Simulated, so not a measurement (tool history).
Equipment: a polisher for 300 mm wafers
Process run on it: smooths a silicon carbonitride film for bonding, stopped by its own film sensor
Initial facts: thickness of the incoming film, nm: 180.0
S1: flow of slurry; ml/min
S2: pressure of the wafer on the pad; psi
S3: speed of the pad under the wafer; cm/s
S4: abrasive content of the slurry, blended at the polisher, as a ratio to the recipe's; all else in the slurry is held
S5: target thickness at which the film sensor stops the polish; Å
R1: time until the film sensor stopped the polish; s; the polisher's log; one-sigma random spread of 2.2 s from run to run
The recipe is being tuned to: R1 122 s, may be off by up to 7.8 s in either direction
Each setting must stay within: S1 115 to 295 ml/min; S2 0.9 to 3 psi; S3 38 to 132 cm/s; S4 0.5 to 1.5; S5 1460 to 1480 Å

run  hour   S1   S2  S3  S4    S5      R1
  1     0  190  1.9  84   1  1480  151.28
  2   3.1  190  1.9  66   1  1480  196.18
  3   7.3  190  1.9  80   1  1480  161.34
  4  12.2  190    2  80   1  1480  154.21
  5  13.3  190    2  70   1  1480  174.21
  6  18.2  150    2  70   1  1480  180.76
  7  25.3  150  2.1  70   1  1480  173.52
  8  30.1  150  2.2  70   1  1480  168.69
  9    39  150  2.3  72   1  1480  163.56
 10  46.2  150  2.4  74   1  1480  149.38
 11  55.1  150  2.4  74   1  1480  148.12

4 candidate next runs follow, results not yet known. Just one meets every target within its allowed miss. Identify it.
  A    64  160  2.3  106   1.1  1470   ?
  B    64  150  2.1   76  1.05  1460   ?
  C    64  155    2   80  1.15  1480   ?
  D    64  160  2.5   86     1  1480   ?

move      R1
   A  107.58
   B  161.89
   C  143.92
   D  121.63
A: carries the result that was furthest off beyond its target, to the other side
B: further off than the last run
C: nearer than the last run, and not there yet
D: all results in spec
The move that meets every target is D.

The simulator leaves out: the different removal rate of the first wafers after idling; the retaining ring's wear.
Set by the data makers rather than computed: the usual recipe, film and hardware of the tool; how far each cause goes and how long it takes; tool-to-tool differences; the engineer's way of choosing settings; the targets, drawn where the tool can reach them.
